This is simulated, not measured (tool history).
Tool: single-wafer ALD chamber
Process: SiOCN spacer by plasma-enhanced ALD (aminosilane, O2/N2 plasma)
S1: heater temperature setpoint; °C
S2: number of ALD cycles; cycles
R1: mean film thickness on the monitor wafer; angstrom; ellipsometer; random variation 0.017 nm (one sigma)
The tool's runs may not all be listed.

{"run": 1, "day": 0.0, "S1": 405, "S2": 54, "R1": 27.8}
{"run": 2, "day": 0.142, "S1": 404, "S2": 54, "R1": 28.167}
{"run": 3, "day": 0.262, "S1": 403, "S2": 54, "R1": 27.994}
{"run": 4, "day": 0.333, "S1": 403, "S2": 58, "R1": 30.185}
{"run": 5, "day": 0.675, "S1": 403, "S2": 54, "R1": 27.803}
{"run": 6, "day": 0.738, "S1": 403, "S2": 55, "R1": 28.519}

The next listed run, before its measurement:
{"run": 7, "day": 1.029, "S1": 402, "S2": 55, "R1": "?"}

Run 7 gave R1 28.256 angstrom.
